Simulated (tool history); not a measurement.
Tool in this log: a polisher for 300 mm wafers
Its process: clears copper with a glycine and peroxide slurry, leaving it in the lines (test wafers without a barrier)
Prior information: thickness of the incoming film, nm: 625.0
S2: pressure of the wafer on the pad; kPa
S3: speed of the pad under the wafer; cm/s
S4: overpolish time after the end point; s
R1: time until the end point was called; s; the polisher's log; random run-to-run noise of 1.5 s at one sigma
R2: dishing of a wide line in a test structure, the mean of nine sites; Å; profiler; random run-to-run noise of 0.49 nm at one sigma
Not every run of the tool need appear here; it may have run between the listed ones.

{"run": 1, "hour": 0.0, "flow of slurry (ml/min)": 150, "S2": 14.5, "S3": 122, "S4": 26, "R1": 127.43, "R2": 737.33}
{"run": 2, "hour": 3.9, "flow of slurry (ml/min)": 140, "S2": 13.1, "S3": 128, "S4": 22, "R1": 133.77, "R2": 635.02}
{"run": 3, "hour": 5.9, "flow of slurry (ml/min)": 160, "S2": 11.7, "S3": 126, "S4": 19, "R1": 142.77, "R2": 517.27}
{"run": 4, "hour": 10.8, "flow of slurry (ml/min)": 160, "S2": 13.1, "S3": 126, "S4": 19, "R1": 131.2, "R2": 533.04}
{"run": 5, "hour": 11.8, "flow of slurry (ml/min)": 175, "S2": 12.4, "S3": 124, "S4": 17, "R1": 137.9, "R2": 493.95}
{"run": 6, "hour": 12.9, "flow of slurry (ml/min)": 175, "S2": 12.4, "S3": 100, "S4": 17, "R1": 161.58, "R2": 424.08}
{"run": 7, "hour": 15.4, "flow of slurry (ml/min)": 185, "S2": 12.4, "S3": 98, "S4": 15, "R1": 163.59, "R2": 381.8}
{"run": 8, "hour": 23.8, "flow of slurry (ml/min)": 195, "S2": 12.4, "S3": 94, "S4": 14, "R1": 170.62, "R2": 346.43}
{"run": 9, "hour": 28.9, "flow of slurry (ml/min)": 200, "S2": 13.1, "S3": 90, "S4": 13, "R1": 165.13, "R2": 325.96}

The next listed run, before its measurement:
{"run": 10, "hour": 35.9, "flow of slurry (ml/min)": 205, "S2": 13.8, "S3": 82, "S4": 12, "R1": "?", "R2": "?"}

Run 10 gave R1 170.09 s, R2 283.85 Å.
